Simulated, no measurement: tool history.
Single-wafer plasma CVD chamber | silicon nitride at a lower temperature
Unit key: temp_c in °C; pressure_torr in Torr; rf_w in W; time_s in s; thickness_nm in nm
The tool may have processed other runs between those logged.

{"run": 1, "hour": 0.0, "temp_c": 330, "pressure_torr": 1.07, "rf_w": 380, "time_s": 47.2, "thickness_nm": 54.081}
{"run": 2, "hour": 3.1, "temp_c": 330, "pressure_torr": 1.23, "rf_w": 380, "time_s": 47.2, "thickness_nm": 57.264}
{"run": 3, "hour": 4.8, "temp_c": 330, "pressure_torr": 1.23, "rf_w": 380, "time_s": 48.7, "thickness_nm": 58.759}
{"run": 4, "hour": 6.4, "temp_c": 330, "pressure_torr": 1.23, "rf_w": 400, "time_s": 48.7, "thickness_nm": 60.183}
{"run": 5, "hour": 9.6, "temp_c": 330, "pressure_torr": 1.23, "rf_w": 345, "time_s": 48.7, "thickness_nm": 56.237}
{"run": 6, "hour": 10.3, "temp_c": 330, "pressure_torr": 1.1, "rf_w": 345, "time_s": 48.7, "thickness_nm": 53.717}
{"run": 7, "hour": 14.7, "temp_c": 330, "pressure_torr": 0.97, "rf_w": 320, "time_s": 48.3, "thickness_nm": 48.972}
{"run": 8, "hour": 20.2, "temp_c": 330, "pressure_torr": 0.88, "rf_w": 300, "time_s": 48.2, "thickness_nm": 44.816}
{"run": 9, "hour": 23.7, "temp_c": 330, "pressure_torr": 0.81, "rf_w": 295, "time_s": 48.2, "thickness_nm": 42.531}
{"run": 10, "hour": 27.7, "temp_c": 330, "pressure_torr": 0.78, "rf_w": 295, "time_s": 48.2, "thickness_nm": 41.894}
{"run": 11, "hour": 35.5, "temp_c": 330, "pressure_torr": 0.68, "rf_w": 290, "time_s": 48.2, "thickness_nm": 37.941}
{"run": 12, "hour": 43.7, "temp_c": 330, "pressure_torr": 0.68, "rf_w": 290, "time_s": 48.2, "thickness_nm": 37.579}

The next listed run, before its measurement:
{"run": 13, "hour": 49.3, "temp_c": 330, "pressure_torr": 0.89, "rf_w": 300, "time_s": 48.2, "thickness_nm": "?"}

thickness_nm: 44.869 nm
